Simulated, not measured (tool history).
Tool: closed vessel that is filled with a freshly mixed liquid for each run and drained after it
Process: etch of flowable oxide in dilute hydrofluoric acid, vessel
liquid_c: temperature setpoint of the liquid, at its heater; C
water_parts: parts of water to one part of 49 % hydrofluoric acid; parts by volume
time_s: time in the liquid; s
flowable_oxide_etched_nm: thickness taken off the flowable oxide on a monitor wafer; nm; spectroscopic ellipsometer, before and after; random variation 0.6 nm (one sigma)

run  hour  liquid_c  water_parts  time_s  flowable_oxide_etched_nm
  1     0        21          185     525                    72.125
  2   7.4      23.5          185     525                    78.686
  3    16        26          185     525                    86.364
  4  23.1        27          185     525                     91.19
  5  27.8      27.5          185     525                    91.509
  6  29.9        26          185     525                    87.397

The next listed run, before its measurement:
  7  36.9        27          185     525                         ?

Run 7 gave flowable_oxide_etched_nm 89.408 nm.

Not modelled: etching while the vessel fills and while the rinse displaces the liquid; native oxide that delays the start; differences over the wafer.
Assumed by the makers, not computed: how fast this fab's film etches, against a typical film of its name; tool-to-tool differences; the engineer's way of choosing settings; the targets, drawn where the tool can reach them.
